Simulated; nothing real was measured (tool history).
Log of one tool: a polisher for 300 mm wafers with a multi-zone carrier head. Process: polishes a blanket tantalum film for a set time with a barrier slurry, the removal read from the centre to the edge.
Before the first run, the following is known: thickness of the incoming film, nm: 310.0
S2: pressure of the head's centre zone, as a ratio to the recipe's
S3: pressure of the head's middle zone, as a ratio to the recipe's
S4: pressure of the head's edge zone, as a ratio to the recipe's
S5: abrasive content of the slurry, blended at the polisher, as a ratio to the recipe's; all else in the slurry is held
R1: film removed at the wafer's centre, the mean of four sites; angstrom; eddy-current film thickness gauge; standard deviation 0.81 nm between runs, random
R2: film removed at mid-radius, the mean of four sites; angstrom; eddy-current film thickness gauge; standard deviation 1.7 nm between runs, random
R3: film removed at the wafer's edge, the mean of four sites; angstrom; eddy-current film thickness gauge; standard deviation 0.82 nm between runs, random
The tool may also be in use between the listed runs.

{"run": 1, "hour": 0.0, "flow of slurry (ml/min)": 275, "S2": 1, "S3": 1, "S4": 1, "S5": 1, "polishing time (s)": 58, "R1": 1069.4, "R2": 1092, "R3": 1074.8}
{"run": 2, "hour": 1.6, "flow of slurry (ml/min)": 285, "S2": 1.01, "S3": 1.03, "S4": 1.03, "S5": 1.05, "polishing time (s)": 58, "R1": 1088.9, "R2": 1120.9, "R3": 1093.4}
{"run": 3, "hour": 10.0, "flow of slurry (ml/min)": 285, "S2": 1.09, "S3": 1.03, "S4": 1.03, "S5": 1.05, "polishing time (s)": 58, "R1": 1173.2, "R2": 1143.8, "R3": 1102.5}
{"run": 4, "hour": 18.9, "flow of slurry (ml/min)": 285, "S2": 1.09, "S3": 1.03, "S4": 1.06, "S5": 1.05, "polishing time (s)": 58, "R1": 1175.9, "R2": 1137.4, "R3": 1121.6}
{"run": 5, "hour": 25.3, "flow of slurry (ml/min)": 285, "S2": 1.09, "S3": 1.03, "S4": 1.06, "S5": 1.05, "polishing time (s)": 46, "R1": 937.06, "R2": 907.62, "R3": 881.19}
{"run": 6, "hour": 30.0, "flow of slurry (ml/min)": 285, "S2": 1.17, "S3": 1.03, "S4": 1.06, "S5": 1.05, "polishing time (s)": 46, "R1": 994.47, "R2": 905.55, "R3": 882.03}
{"run": 7, "hour": 31.2, "flow of slurry (ml/min)": 285, "S2": 1.14, "S3": 1.06, "S4": 1.09, "S5": 1.15, "polishing time (s)": 48, "R1": 1021.7, "R2": 997.86, "R3": 958.12}
{"run": 8, "hour": 35.2, "flow of slurry (ml/min)": 290, "S2": 1.14, "S3": 1.08, "S4": 1.11, "S5": 1.25, "polishing time (s)": 49, "R1": 1077.6, "R2": 1046.7, "R3": 995.28}
{"run": 9, "hour": 37.1, "flow of slurry (ml/min)": 285, "S2": 1.11, "S3": 1.1, "S4": 1.13, "S5": 1.3, "polishing time (s)": 51, "R1": 1116.2, "R2": 1104.2, "R3": 1056.9}
{"run": 10, "hour": 38.0, "flow of slurry (ml/min)": 290, "S2": 1.08, "S3": 1.12, "S4": 1.14, "S5": 1.35, "polishing time (s)": 52, "R1": 1116.5, "R2": 1169.4, "R3": 1084.2}

Run 11 comes next. What will it give?
{"run": 11, "hour": 38.7, "flow of slurry (ml/min)": 295, "S2": 1.06, "S3": 1.12, "S4": 1.15, "S5": 1.4, "polishing time (s)": 53, "R1": "?", "R2": "?", "R3": "?"}

R1: 1141.8 angstrom
R2: 1189.6 angstrom
R3: 1138.8 angstrom
